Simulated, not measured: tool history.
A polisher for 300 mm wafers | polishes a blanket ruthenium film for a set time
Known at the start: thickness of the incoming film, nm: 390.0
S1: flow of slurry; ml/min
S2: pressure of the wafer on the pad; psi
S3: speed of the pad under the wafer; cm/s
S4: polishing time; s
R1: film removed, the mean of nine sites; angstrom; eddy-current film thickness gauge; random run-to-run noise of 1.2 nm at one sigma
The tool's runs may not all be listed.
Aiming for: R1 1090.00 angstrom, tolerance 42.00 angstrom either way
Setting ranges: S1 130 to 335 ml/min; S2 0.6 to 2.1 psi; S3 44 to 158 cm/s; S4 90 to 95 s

run,hour,S1,S2,S3,S4,R1
1,0.0,215,1.3,100,90,616.27
2,5.9,215,0.9,100,90,430.37
3,8.9,215,1.1,100,90,527.72
4,10.7,215,1.1,84,90,451.99
5,19.2,190,1.1,84,90,441.58
6,23.8,195,1.4,86,90,576.24
7,31.2,200,1.6,88,90,668.86
# hour 33.4: head pressure recalibrated
8,33.4,200,2.0,106,91,955.57

Consider the 5 candidate settings below. Which is the only one whose results all fall within their allowed miss of target?
A,35.6,240,1.6,110,92,?
B,35.6,175,2.0,108,95,?
C,35.6,195,1.7,104,93,?
D,35.6,185,1.9,98,92,?
E,35.6,170,2.0,124,91,?

move,R1
A,813.85
B,980.96
C,803.60
D,829.78
E,1069.50
A: moves away from the targets compared with the last run
B: closer than the last run, but not yet in spec
C: moves away from the targets compared with the last run
D: moves away from the targets compared with the last run
E: each result inside its tolerance
The right move is E.
